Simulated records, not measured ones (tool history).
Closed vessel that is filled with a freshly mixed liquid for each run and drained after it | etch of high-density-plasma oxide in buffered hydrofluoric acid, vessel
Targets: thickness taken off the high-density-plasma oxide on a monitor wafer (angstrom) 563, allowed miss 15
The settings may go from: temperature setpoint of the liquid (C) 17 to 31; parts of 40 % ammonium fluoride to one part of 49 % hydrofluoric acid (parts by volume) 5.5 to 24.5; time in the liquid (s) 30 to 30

run	day	temperature setpoint of the liquid (C)	parts of 40 % ammonium fluoride to one part of 49 % hydrofluoric acid (parts by volume)	time in the liquid (s)	thickness taken off the high-density-plasma oxide on a monitor wafer (angstrom)
1	0	23	15	30	274.21
2	0.229	23	10.5	30	382.13
3	0.429	23	13	30	319.38
4	0.512	24	12.5	30	346.79
5	0.633	25	12	30	382.18
6	0.821	26	12	30	405.42
7	1.012	26.5	12	30	417.06
8	1.329	27	12	30	429.21
9	1.521	27.5	12	30	437.46
# day 1.638: hydrofluoric acid flow meter replaced
10	1.638	28	12	30	405.99
11	1.967	28.5	11.5	30	434.53
12	2.071	29	11	30	465.52
13	2.45	29.5	10.5	30	499.31

4 next moves are on the table. One of them brings every result within its allowed miss. Which?
A	2.829	30	10.5	30	?
B	2.829	30.5	10.5	30	?
C	2.829	31	10	30	?
D	2.829	28.5	8	30	?

move	thickness taken off the high-density-plasma oxide on a monitor wafer (angstrom)
A	514.65
B	528.3
C	568.58
D	605.25
A: nearer than the last run, and not there yet
B: nearer than the last run, and not there yet
C: meets every target
D: takes the result that was furthest off past its target
Move C is the one to make.
